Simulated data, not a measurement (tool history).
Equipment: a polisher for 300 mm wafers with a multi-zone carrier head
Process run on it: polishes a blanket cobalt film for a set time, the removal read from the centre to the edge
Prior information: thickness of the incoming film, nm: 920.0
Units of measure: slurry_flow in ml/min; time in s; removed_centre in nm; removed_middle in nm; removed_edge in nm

run	hour	slurry_flow	centre_zone	middle_zone	edge_zone	time	removed_centre	removed_middle	removed_edge
1	0.0	195	1.00	1.00	1.00	44	275.34	260.15	272.80
2	1.8	190	0.98	0.98	0.97	42	259.15	245.67	254.73
3	9.6	210	0.98	0.98	0.97	42	265.78	249.64	255.80
4	14.4	235	0.98	0.98	0.97	42	270.60	252.48	261.98
5	16.4	235	0.94	0.98	0.97	42	256.09	252.93	258.94
6	17.5	225	0.91	0.94	0.94	41	241.12	235.43	246.59
# hour 20.5: centre zone pressure recalibrated
7	20.5	215	0.89	0.92	0.91	40	215.52	224.17	235.47

Expected results for the next run?
8	27.4	210	0.90	0.91	0.89	39	?	?	?

{"run 8": {"removed_centre": 210.57, "removed_middle": 217.74, "removed_edge": 229.35}}

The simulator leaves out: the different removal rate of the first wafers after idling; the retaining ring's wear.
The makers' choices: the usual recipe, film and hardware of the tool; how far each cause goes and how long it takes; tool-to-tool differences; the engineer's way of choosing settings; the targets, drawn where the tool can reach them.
